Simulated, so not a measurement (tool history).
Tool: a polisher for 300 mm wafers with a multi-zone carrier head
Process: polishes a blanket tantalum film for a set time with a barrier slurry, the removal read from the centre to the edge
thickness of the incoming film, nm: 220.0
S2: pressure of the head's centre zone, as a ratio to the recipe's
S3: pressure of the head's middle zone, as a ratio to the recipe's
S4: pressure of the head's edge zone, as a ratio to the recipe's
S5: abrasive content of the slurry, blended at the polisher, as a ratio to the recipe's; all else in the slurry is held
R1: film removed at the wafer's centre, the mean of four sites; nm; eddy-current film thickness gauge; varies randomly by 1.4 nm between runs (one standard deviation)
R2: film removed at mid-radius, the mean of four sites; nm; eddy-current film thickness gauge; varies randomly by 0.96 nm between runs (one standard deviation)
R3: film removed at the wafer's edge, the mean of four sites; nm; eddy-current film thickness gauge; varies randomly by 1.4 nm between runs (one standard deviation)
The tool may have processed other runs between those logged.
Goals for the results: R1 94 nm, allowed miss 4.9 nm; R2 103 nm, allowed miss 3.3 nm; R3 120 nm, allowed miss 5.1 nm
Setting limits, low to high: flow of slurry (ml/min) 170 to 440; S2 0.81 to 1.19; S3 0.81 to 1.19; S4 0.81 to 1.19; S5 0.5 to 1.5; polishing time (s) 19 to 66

{"run": 1, "hour": 0.0, "flow of slurry (ml/min)": 280, "S2": 1, "S3": 1, "S4": 1, "S5": 1, "polishing time (s)": 42, "R1": 86.963, "R2": 88.476, "R3": 88.386}
{"run": 2, "hour": 6.1, "flow of slurry (ml/min)": 280, "S2": 0.98, "S3": 0.99, "S4": 1.03, "S5": 1.1, "polishing time (s)": 43, "R1": 90.638, "R2": 90.215, "R3": 91.266}
{"run": 3, "hour": 9.6, "flow of slurry (ml/min)": 260, "S2": 0.95, "S3": 0.98, "S4": 1.06, "S5": 1.05, "polishing time (s)": 46, "R1": 91.463, "R2": 95.143, "R3": 100.04}
{"run": 4, "hour": 12.7, "flow of slurry (ml/min)": 260, "S2": 0.95, "S3": 0.98, "S4": 1.06, "S5": 1.05, "polishing time (s)": 37, "R1": 74.802, "R2": 77.387, "R3": 80.08}
{"run": 5, "hour": 21.0, "flow of slurry (ml/min)": 260, "S2": 0.95, "S3": 0.98, "S4": 1.03, "S5": 1.05, "polishing time (s)": 37, "R1": 73.979, "R2": 76.781, "R3": 80.322}
{"run": 6, "hour": 28.1, "flow of slurry (ml/min)": 260, "S2": 0.95, "S3": 1.07, "S4": 1.03, "S5": 1.05, "polishing time (s)": 37, "R1": 74.153, "R2": 83.47, "R3": 79.66}
{"run": 7, "hour": 30.0, "flow of slurry (ml/min)": 250, "S2": 0.87, "S3": 0.97, "S4": 1.13, "S5": 1.3, "polishing time (s)": 47, "R1": 88.241, "R2": 103.14, "R3": 114.08}
{"run": 8, "hour": 37.3, "flow of slurry (ml/min)": 250, "S2": 0.88, "S3": 0.96, "S4": 1.14, "S5": 1.3, "polishing time (s)": 47, "R1": 93.497, "R2": 101.02, "R3": 114.71}

4 next moves are on the table. One of them brings every result within its allowed miss. Which?
{"run": "A", "hour": 44.6, "flow of slurry (ml/min)": 225, "S2": 0.82, "S3": 0.85, "S4": 1.19, "S5": 1.2, "polishing time (s)": 50, "R1": "?", "R2": "?", "R3": "?"}
{"run": "B", "hour": 44.6, "flow of slurry (ml/min)": 240, "S2": 0.99, "S3": 0.99, "S4": 1.17, "S5": 1.35, "polishing time (s)": 45, "R1": "?", "R2": "?", "R3": "?"}
{"run": "C", "hour": 44.6, "flow of slurry (ml/min)": 210, "S2": 0.87, "S3": 0.91, "S4": 1.16, "S5": 1.25, "polishing time (s)": 51, "R1": "?", "R2": "?", "R3": "?"}
{"run": "D", "hour": 44.6, "flow of slurry (ml/min)": 350, "S2": 0.95, "S3": 0.93, "S4": 1.07, "S5": 1.25, "polishing time (s)": 46, "R1": "?", "R2": "?", "R3": "?"}

move=A R1=90.023 R2=95.512 R3=116.79
move=B R1=99.406 R2=100.39 R3=107.75
move=C R1=96.703 R2=102.76 R3=117.86
move=D R1=100.34 R2=99.716 R3=106.46
A: brings the last run's worst result on target, with another outside its allowed miss
B: moves away from the targets compared with the last run
C: all results in spec
D: moves away from the targets compared with the last run
C meets every target.
